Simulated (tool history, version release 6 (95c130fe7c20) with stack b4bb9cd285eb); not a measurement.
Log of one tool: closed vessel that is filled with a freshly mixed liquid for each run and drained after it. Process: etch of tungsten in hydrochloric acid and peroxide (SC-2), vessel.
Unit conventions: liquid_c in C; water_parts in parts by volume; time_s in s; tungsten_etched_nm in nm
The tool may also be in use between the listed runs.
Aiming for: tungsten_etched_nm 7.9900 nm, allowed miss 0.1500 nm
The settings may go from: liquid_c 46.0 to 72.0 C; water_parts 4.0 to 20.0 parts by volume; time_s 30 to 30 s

run	hour	liquid_c	water_parts	time_s	tungsten_etched_nm
1	0.0	62.0	11.0	30	13.0260
2	6.1	61.0	11.0	30	12.1480
3	13.9	60.0	11.0	30	11.3250
4	22.6	66.0	11.0	30	16.5080
5	27.8	64.5	11.0	30	15.1350
6	34.3	60.5	11.0	30	11.9160
7	36.8	59.5	11.0	30	11.0830
8	45.4	59.0	11.0	30	10.6250
9	51.9	58.5	11.0	30	10.3590
10	53.3	58.0	11.0	30	9.9512
11	60.2	57.5	11.0	30	9.7241
12	63.7	57.0	11.0	30	9.4768
13	69.3	56.5	11.0	30	9.1525
14	72.3	54.0	11.0	30	7.7618

Which of these 4 next moves meets every target?
A	75.3	53.0	9.5	30	?
B	75.3	57.0	12.5	30	?
C	75.3	55.5	12.0	30	?
D	75.3	54.0	11.5	30	?

move	tungsten_etched_nm
A	8.2545
B	8.4792
C	7.9761
D	7.5058
A: takes the biggest miss from the last run beyond its target
B: takes the biggest miss from the last run beyond its target
C: every result within its allowed miss
D: the biggest miss grows against the last run
Correct choice: C, which meets every target
